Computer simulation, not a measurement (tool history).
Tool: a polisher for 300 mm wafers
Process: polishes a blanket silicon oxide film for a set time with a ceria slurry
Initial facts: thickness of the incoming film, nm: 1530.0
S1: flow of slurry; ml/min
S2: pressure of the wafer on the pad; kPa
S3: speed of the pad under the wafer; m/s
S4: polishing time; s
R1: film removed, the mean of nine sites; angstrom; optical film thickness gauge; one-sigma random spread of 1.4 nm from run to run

run 1 hour=0.0 | S1=155 S2=22.1 S3=1.16 S4=32 | R1=1836.7
run 2 hour=8.6 | S1=195 S2=22.1 S3=1.16 S4=32 | R1=1943.8
run 3 hour=12.9 | S1=195 S2=22.1 S3=1.16 S4=32 | R1=1906.6
run 4 hour=17.1 | S1=195 S2=22.1 S3=0.98 S4=32 | R1=1597.9
run 5 hour=23.8 | S1=195 S2=22.1 S3=0.82 S4=32 | R1=1392.8
run 6 hour=28.0 | S1=195 S2=18.6 S3=0.82 S4=32 | R1=1178.6
run 7 hour=32.2 | S1=200 S2=19.3 S3=0.82 S4=32 | R1=1240.9

Run 8 has not been measured yet. What should we expect?
run 8 hour=40.8 | S1=205 S2=20.0 S3=0.82 S4=32 | R1=?

R1: 1266.4 angstrom

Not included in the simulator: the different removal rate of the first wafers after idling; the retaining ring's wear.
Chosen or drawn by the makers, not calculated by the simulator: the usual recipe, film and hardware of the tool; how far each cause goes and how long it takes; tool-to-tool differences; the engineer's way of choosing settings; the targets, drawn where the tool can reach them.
